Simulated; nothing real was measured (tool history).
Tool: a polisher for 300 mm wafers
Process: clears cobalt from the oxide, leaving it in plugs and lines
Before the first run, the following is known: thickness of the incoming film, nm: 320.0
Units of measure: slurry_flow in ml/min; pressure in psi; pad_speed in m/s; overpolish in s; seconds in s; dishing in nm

run  hour  slurry_flow  pressure  pad_speed  overpolish  seconds  dishing
  1     0          320       2.5       0.86          15   60.554   36.185
  2   7.9          320       3.1       0.86          15   48.385   39.071
  3  14.2          320       3.1       0.86          12   49.612   35.675
  4    17          320       3.1       0.78          12   53.417   34.961
  5  23.1          320       3.1       0.78          16    54.08   40.451
  6  30.5          285       2.6       0.78          13   64.153   31.426
  7  33.2          260       2.2       0.76          11   78.364    26.91

Forecast run 8:
  8  42.1          240       1.9       0.76           9        ?        ?

For run 8 the tool returned seconds 90.26 s, dishing 21.375 nm.
